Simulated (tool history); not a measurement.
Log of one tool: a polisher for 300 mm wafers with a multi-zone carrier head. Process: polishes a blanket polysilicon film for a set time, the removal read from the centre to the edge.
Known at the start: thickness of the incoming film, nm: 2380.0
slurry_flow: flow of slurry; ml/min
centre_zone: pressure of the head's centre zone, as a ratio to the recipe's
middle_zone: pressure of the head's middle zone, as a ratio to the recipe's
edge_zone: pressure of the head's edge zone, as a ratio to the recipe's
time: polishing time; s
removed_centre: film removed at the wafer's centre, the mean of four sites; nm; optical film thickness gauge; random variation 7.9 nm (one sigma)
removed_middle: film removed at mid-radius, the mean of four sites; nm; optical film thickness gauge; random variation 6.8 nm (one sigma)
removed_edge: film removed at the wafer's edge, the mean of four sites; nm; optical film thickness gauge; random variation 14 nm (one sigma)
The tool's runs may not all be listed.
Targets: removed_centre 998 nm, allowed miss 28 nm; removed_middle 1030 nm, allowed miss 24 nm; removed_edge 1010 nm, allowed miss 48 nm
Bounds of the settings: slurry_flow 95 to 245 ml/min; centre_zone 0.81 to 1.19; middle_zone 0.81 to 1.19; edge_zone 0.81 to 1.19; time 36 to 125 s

run 1 hour=0 | slurry_flow=155 centre_zone=1 middle_zone=1 edge_zone=1 time=80 | removed_centre=803 removed_middle=797.72 removed_edge=790.55
run 2 hour=0.9 | slurry_flow=165 centre_zone=1.01 middle_zone=1.02 edge_zone=1.03 time=81 | removed_centre=830.06 removed_middle=822.96 removed_edge=821.63
run 3 hour=6.9 | slurry_flow=165 centre_zone=1.01 middle_zone=1.02 edge_zone=1.03 time=70 | removed_centre=723.73 removed_middle=725.29 removed_edge=726.61
run 4 hour=10.6 | slurry_flow=175 centre_zone=1.02 middle_zone=1.04 edge_zone=1.05 time=73 | removed_centre=765.81 removed_middle=766.2 removed_edge=763.38
run 5 hour=17.4 | slurry_flow=215 centre_zone=1.02 middle_zone=1.04 edge_zone=1.05 time=73 | removed_centre=801.04 removed_middle=791.89 removed_edge=788.1
run 6 hour=24.9 | slurry_flow=215 centre_zone=1.03 middle_zone=1.06 edge_zone=1.07 time=75 | removed_centre=833.7 removed_middle=825.57 removed_edge=830.09
run 7 hour=26.2 | slurry_flow=215 centre_zone=1.04 middle_zone=1.08 edge_zone=1.08 time=77 | removed_centre=850.73 removed_middle=867.34 removed_edge=833.53
run 8 hour=27.4 | slurry_flow=220 centre_zone=1.04 middle_zone=1.08 edge_zone=1.09 time=79 | removed_centre=883.4 removed_middle=883.93 removed_edge=855.59
run 9 hour=31.3 | slurry_flow=220 centre_zone=1.04 middle_zone=1.08 edge_zone=1.09 time=79 | removed_centre=882.78 removed_middle=893.31 removed_edge=862.18

Which of these 4 next moves meets every target?
run A hour=35.2 | slurry_flow=215 centre_zone=1.02 middle_zone=1.07 edge_zone=1.14 time=92 | removed_centre=? removed_middle=? removed_edge=?
run B hour=35.2 | slurry_flow=245 centre_zone=1.17 middle_zone=0.89 edge_zone=1.1 time=77 | removed_centre=? removed_middle=? removed_edge=?
run C hour=35.2 | slurry_flow=195 centre_zone=1.12 middle_zone=0.96 edge_zone=1.13 time=93 | removed_centre=? removed_middle=? removed_edge=?
run D hour=35.2 | slurry_flow=220 centre_zone=0.84 middle_zone=1.1 edge_zone=1.19 time=86 | removed_centre=? removed_middle=? removed_edge=?

move=A removed_centre=1001.2 removed_middle=1023.2 removed_edge=997.52
move=B removed_centre=964.28 removed_middle=762.09 removed_edge=832.01
move=C removed_centre=1081.9 removed_middle=941.5 removed_edge=994.41
move=D removed_centre=792.29 removed_middle=980.12 removed_edge=955.44
A: meets every target
B: further off than the last run
C: nearer than the last run, and not there yet
D: further off than the last run
Answer: A
